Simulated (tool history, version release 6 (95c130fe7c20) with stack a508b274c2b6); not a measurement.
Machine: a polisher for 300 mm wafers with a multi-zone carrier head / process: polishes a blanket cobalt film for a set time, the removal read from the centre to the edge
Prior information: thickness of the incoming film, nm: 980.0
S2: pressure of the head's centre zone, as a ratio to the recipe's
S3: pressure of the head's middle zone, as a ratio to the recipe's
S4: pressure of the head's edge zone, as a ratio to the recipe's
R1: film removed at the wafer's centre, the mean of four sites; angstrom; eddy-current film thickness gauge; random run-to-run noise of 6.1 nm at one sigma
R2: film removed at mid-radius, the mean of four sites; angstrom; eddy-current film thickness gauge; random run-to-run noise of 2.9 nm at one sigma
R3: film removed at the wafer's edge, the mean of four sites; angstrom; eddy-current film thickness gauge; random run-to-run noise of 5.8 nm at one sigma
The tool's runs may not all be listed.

{"run": 1, "hour": 0.0, "flow of slurry (ml/min)": 220, "S2": 1.0, "S3": 1.0, "S4": 1.0, "polishing time (s)": 66, "R1": 3106.6, "R2": 3155.7, "R3": 3024.3}
{"run": 2, "hour": 2.2, "flow of slurry (ml/min)": 180, "S2": 1.0, "S3": 1.0, "S4": 1.0, "polishing time (s)": 66, "R1": 3024.2, "R2": 3085.5, "R3": 2984.5}
{"run": 3, "hour": 7.6, "flow of slurry (ml/min)": 180, "S2": 1.0, "S3": 1.0, "S4": 1.02, "polishing time (s)": 69, "R1": 3097.8, "R2": 3210.2, "R3": 3236.7}
{"run": 4, "hour": 15.4, "flow of slurry (ml/min)": 180, "S2": 1.08, "S3": 1.0, "S4": 1.02, "polishing time (s)": 69, "R1": 3355.8, "R2": 3170.9, "R3": 3275.7}
{"run": 5, "hour": 19.8, "flow of slurry (ml/min)": 135, "S2": 1.08, "S3": 1.0, "S4": 1.02, "polishing time (s)": 69, "R1": 3350.8, "R2": 3090.3, "R3": 3148.7}
{"run": 6, "hour": 24.8, "flow of slurry (ml/min)": 160, "S2": 1.08, "S3": 1.0, "S4": 1.02, "polishing time (s)": 69, "R1": 3422.7, "R2": 3161.6, "R3": 3201.4}

Run 7 is up next; what results do you expect?
{"run": 7, "hour": 26.4, "flow of slurry (ml/min)": 170, "S2": 1.09, "S3": 1.01, "S4": 1.04, "polishing time (s)": 70, "R1": "?", "R2": "?", "R3": "?"}

{"run 7": {"R1": 3468.6, "R2": 3254.3, "R3": 3288.0}}
